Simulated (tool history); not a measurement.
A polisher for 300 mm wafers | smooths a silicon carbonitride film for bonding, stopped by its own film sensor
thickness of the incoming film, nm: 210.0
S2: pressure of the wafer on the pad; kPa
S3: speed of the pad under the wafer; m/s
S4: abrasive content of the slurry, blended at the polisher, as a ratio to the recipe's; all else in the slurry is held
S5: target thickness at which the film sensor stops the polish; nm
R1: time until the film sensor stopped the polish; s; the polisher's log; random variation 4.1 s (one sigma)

run 1 hour=0.0 | flow_of_slurry_(ml/min)=315 S2=10.3 S3=1.04 S4=1.00 S5=176 | R1=151.54
run 2 hour=8.8 | flow_of_slurry_(ml/min)=315 S2=10.3 S3=1.04 S4=0.80 S5=176 | R1=159.90
run 3 hour=11.3 | flow_of_slurry_(ml/min)=315 S2=9.7 S3=1.04 S4=0.80 S5=176 | R1=169.63
run 4 hour=16.9 | flow_of_slurry_(ml/min)=315 S2=9.0 S3=1.04 S4=0.80 S5=176 | R1=179.14
run 5 hour=23.8 | flow_of_slurry_(ml/min)=315 S2=9.0 S3=1.18 S4=0.80 S5=176 | R1=163.18
run 6 hour=27.3 | flow_of_slurry_(ml/min)=315 S2=9.0 S3=1.18 S4=0.90 S5=176 | R1=151.66
run 7 hour=28.1 | flow_of_slurry_(ml/min)=315 S2=6.2 S3=0.90 S4=0.85 S5=176 | R1=238.51

The next listed run, before its measurement:
run 8 hour=29.5 | flow_of_slurry_(ml/min)=315 S2=6.2 S3=0.90 S4=0.85 S5=176 | R1=?

Run 8 gave R1 242.77 s.
